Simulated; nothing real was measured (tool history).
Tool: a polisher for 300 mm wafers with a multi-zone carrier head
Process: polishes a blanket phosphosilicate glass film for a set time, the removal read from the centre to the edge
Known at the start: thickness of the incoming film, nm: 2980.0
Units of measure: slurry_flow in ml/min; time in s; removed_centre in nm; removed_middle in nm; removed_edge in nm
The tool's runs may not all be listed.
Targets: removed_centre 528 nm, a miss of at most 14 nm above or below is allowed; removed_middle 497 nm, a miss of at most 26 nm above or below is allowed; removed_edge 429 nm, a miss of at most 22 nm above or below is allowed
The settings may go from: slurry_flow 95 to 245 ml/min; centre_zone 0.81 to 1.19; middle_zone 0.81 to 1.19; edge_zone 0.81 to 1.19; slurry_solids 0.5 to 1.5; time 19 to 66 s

run 1 day=0 | slurry_flow=155 centre_zone=1 middle_zone=1 edge_zone=1 slurry_solids=1 time=42 | removed_centre=403.98 removed_middle=387.42 removed_edge=390.95
run 2 day=0.258 | slurry_flow=155 centre_zone=0.94 middle_zone=1 edge_zone=1 slurry_solids=1 time=42 | removed_centre=375.29 removed_middle=395.98 removed_edge=390.09
run 3 day=0.596 | slurry_flow=155 centre_zone=0.94 middle_zone=1 edge_zone=1 slurry_solids=1 time=38 | removed_centre=341.85 removed_middle=355.03 removed_edge=354.79
run 4 day=0.925 | slurry_flow=170 centre_zone=0.98 middle_zone=1.04 edge_zone=1 slurry_solids=1.05 time=38 | removed_centre=373.03 removed_middle=381.83 removed_edge=368.51
run 5 day=1.15 | slurry_flow=180 centre_zone=1.02 middle_zone=1.07 edge_zone=1 slurry_solids=1.1 time=38 | removed_centre=402.18 removed_middle=405.7 removed_edge=381.64
run 6 day=1.308 | slurry_flow=180 centre_zone=1.02 middle_zone=1.07 edge_zone=0.95 slurry_solids=1.1 time=38 | removed_centre=406.07 removed_middle=412.1 removed_edge=370.52
run 7 day=1.662 | slurry_flow=190 centre_zone=1.05 middle_zone=1.09 edge_zone=0.96 slurry_solids=1.15 time=38 | removed_centre=419.82 removed_middle=420.4 removed_edge=392.67
run 8 day=1.825 | slurry_flow=195 centre_zone=1.08 middle_zone=1.11 edge_zone=0.93 slurry_solids=1.2 time=38 | removed_centre=449.2 removed_middle=432.89 removed_edge=385.78
run 9 day=2.167 | slurry_flow=200 centre_zone=1.1 middle_zone=1.13 edge_zone=0.93 slurry_solids=1.25 time=38 | removed_centre=461.99 removed_middle=460.43 removed_edge=391.89
run 10 day=2.229 | slurry_flow=205 centre_zone=1.12 middle_zone=1.13 edge_zone=0.94 slurry_solids=1.3 time=38 | removed_centre=495.3 removed_middle=466.19 removed_edge=409.32
run 11 day=2.417 | slurry_flow=210 centre_zone=1.13 middle_zone=1.14 edge_zone=0.94 slurry_solids=1.3 time=38 | removed_centre=500.26 removed_middle=475.56 removed_edge=403.45
run 12 day=2.738 | slurry_flow=210 centre_zone=1.13 middle_zone=1.14 edge_zone=0.94 slurry_solids=1.3 time=38 | removed_centre=492.54 removed_middle=479.39 removed_edge=403.28
run 13 day=2.962 | slurry_flow=210 centre_zone=1.13 middle_zone=1.14 edge_zone=0.94 slurry_solids=1.3 time=38 | removed_centre=491.33 removed_middle=487.8 removed_edge=419.88
run 14 day=3.204 | slurry_flow=215 centre_zone=1.14 middle_zone=1.14 edge_zone=0.93 slurry_solids=1.3 time=38 | removed_centre=498.95 removed_middle=476.98 removed_edge=399.65
run 15 day=3.392 | slurry_flow=215 centre_zone=1.15 middle_zone=1.14 edge_zone=0.95 slurry_solids=1.3 time=38 | removed_centre=499.77 removed_middle=475.25 removed_edge=411.85
run 16 day=3.762 | slurry_flow=215 centre_zone=1.16 middle_zone=1.14 edge_zone=0.95 slurry_solids=1.3 time=38 | removed_centre=507.58 removed_middle=486.2 removed_edge=411.6
run 17 day=3.975 | slurry_flow=215 centre_zone=1.17 middle_zone=1.14 edge_zone=0.96 slurry_solids=1.3 time=38 | removed_centre=520.97 removed_middle=480.49 removed_edge=402.25
run 18 day=4.317 | slurry_flow=220 centre_zone=1.16 middle_zone=1.14 edge_zone=0.97 slurry_solids=1.3 time=38 | removed_centre=508.4 removed_middle=469.17 removed_edge=399.45

Which single option among these 4 for the next run brings every result within its allowed miss of target? Just one does.
run A day=4.658 | slurry_flow=210 centre_zone=1.17 middle_zone=1.02 edge_zone=0.88 slurry_solids=1.5 time=35 | removed_centre=? removed_middle=? removed_edge=?
run B day=4.658 | slurry_flow=245 centre_zone=1.18 middle_zone=1.15 edge_zone=1.03 slurry_solids=1.4 time=37 | removed_centre=? removed_middle=? removed_edge=?
run C day=4.658 | slurry_flow=220 centre_zone=1.1 middle_zone=1.16 edge_zone=0.99 slurry_solids=1.3 time=39 | removed_centre=? removed_middle=? removed_edge=?
run D day=4.658 | slurry_flow=230 centre_zone=1.09 middle_zone=1.16 edge_zone=1 slurry_solids=1.45 time=37 | removed_centre=? removed_middle=? removed_edge=?

move=A removed_centre=496.07 removed_middle=429.4 removed_edge=388.17
move=B removed_centre=527.02 removed_middle=499.41 removed_edge=434.12
move=C removed_centre=494.19 removed_middle=507.34 removed_edge=431.09
move=D removed_centre=489.14 removed_middle=506.48 removed_edge=431.67
A: misses by more than the last run did
B: every result lands within tolerance
C: misses by more than the last run did
D: misses by more than the last run did
B is the move that brings every result within its allowed miss.
